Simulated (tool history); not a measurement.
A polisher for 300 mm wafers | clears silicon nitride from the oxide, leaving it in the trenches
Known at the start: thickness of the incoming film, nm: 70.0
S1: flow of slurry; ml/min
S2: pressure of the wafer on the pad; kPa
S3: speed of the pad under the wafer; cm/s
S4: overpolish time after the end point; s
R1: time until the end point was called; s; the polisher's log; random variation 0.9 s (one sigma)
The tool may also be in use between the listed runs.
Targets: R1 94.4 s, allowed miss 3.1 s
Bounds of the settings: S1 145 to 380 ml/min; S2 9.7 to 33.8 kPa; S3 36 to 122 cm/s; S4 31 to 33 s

| run | hour | S1 | S2 | S3 | S4 | R1 |
|---|---|---|---|---|---|---|
| 1 | 0 | 245 | 21.4 | 78 | 31 | 113.99 |
| 2 | 4.6 | 245 | 21.4 | 70 | 31 | 125 |
| 3 | 9.9 | 245 | 19.3 | 70 | 31 | 133.5 |
| 4 | 10.9 | 245 | 19.3 | 70 | 33 | 133.39 |
| 5 | 13.3 | 245 | 19.3 | 70 | 31 | 129.7 |
| 6 | 17.9 | 245 | 20.7 | 70 | 31 | 124.8 |
| 7 | 25.8 | 245 | 21.4 | 70 | 31 | 122.69 |
| 8 | 33.3 | 245 | 22.1 | 70 | 31 | 120.61 |
| 9 | 35.1 | 250 | 28.3 | 70 | 31 | 100.6 |

5 next moves are on the table. One of them brings every result within its allowed miss. Which?
| A | 36.9 | 275 | 30.3 | 60 | 31 | ? |
| B | 36.9 | 210 | 29.6 | 62 | 31 | ? |
| C | 36.9 | 230 | 26.9 | 68 | 31 | ? |
| D | 36.9 | 185 | 33.8 | 62 | 31 | ? |
| E | 36.9 | 275 | 25.5 | 82 | 31 | ? |

| move | R1 |
|---|---|
| A | 106.73 |
| B | 108.88 |
| C | 106.81 |
| D | 100.23 |
| E | 92.152 |
A: further off than the last run
B: further off than the last run
C: further off than the last run
D: nearer than the last run, and not there yet
E: meets every target
Move E is the one to make.

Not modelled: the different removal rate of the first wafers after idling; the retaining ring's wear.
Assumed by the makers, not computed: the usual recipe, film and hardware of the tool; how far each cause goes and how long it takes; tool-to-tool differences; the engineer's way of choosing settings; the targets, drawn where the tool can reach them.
